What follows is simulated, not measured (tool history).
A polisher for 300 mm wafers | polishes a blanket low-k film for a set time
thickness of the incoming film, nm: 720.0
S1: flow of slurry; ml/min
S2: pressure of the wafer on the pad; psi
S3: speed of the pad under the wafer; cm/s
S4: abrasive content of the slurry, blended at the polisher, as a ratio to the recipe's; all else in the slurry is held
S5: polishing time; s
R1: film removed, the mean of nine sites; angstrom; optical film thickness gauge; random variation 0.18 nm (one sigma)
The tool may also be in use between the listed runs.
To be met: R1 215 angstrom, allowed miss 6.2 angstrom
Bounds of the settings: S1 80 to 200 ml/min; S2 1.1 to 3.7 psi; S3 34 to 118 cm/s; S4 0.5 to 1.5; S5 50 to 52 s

run,hour,S1,S2,S3,S4,S5,R1
1,0,130,2.4,76,1,50,170.32
2,5.5,130,2.4,76,0.9,50,160.25
3,10.3,135,2.5,76,0.9,50,170.56
4,12.6,140,2.6,76,0.9,50,176.02
5,14,140,2.2,76,0.9,50,148.47
6,15.9,140,2.2,76,0.9,50,150.65
7,18.2,145,2.3,76,0.9,50,154.1
8,25.4,145,2.4,76,0.9,50,163.87
9,31.1,145,2.5,76,0.9,50,166.99
10,34.7,145,2.5,76,0.9,50,169.35
11,42.2,145,2.6,76,0.9,50,178.2

4 next moves are on the table. One of them brings every result within its allowed miss. Which?
A,49.7,140,2.9,80,1,52,?
B,49.7,120,2.7,88,1.05,52,?
C,49.7,180,2.3,88,1.15,50,?
D,49.7,165,2.3,72,0.8,50,?

move,R1
A,224.3
B,225.04
C,210.54
D,138.89
A: takes the result that was furthest off past its target
B: takes the result that was furthest off past its target
C: meets every target
D: further off than the last run
Answer: C
